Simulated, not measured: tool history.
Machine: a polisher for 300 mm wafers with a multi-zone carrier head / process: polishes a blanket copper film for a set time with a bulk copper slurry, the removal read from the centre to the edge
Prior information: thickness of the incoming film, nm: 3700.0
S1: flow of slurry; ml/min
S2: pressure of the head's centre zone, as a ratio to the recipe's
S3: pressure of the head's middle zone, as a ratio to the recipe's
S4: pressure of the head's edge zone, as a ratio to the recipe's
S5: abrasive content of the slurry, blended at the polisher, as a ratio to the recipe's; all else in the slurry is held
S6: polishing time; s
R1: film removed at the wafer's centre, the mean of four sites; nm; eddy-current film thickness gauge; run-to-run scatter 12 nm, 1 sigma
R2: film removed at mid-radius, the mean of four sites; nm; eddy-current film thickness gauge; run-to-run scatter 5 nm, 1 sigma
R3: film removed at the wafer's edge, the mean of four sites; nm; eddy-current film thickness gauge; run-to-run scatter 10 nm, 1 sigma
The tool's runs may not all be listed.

| run | day | S1 | S2 | S3 | S4 | S5 | S6 | R1 | R2 | R3 |
|---|---|---|---|---|---|---|---|---|---|---|
| 1 | 0 | 165 | 1 | 1 | 1 | 1 | 70 | 642.1 | 608 | 609.8 |
| 2 | 0.288 | 170 | 1.01 | 1 | 1.02 | 1.05 | 71 | 658.38 | 636.05 | 651.51 |
| 3 | 0.65 | 175 | 1.03 | 1 | 1.02 | 1.1 | 72 | 700.42 | 653.79 | 656.9 |
| 4 | 0.725 | 180 | 1.04 | 1 | 1.04 | 1.15 | 73 | 735.66 | 673.01 | 683.38 |
| 5 | 0.988 | 185 | 1.05 | 1 | 1.06 | 1.2 | 73 | 752.1 | 679.27 | 695.21 |
| 6 | 1.233 | 185 | 1.05 | 1 | 1.06 | 1.2 | 85 | 854.34 | 794.41 | 821.94 |

Expected results for the next run?
| 7 | 1.438 | 190 | 1.06 | 1 | 1.06 | 1.2 | 85 | ? | ? | ? |

{"run 7": {"R1": 859.13, "R2": 796.34, "R3": 830.85}}
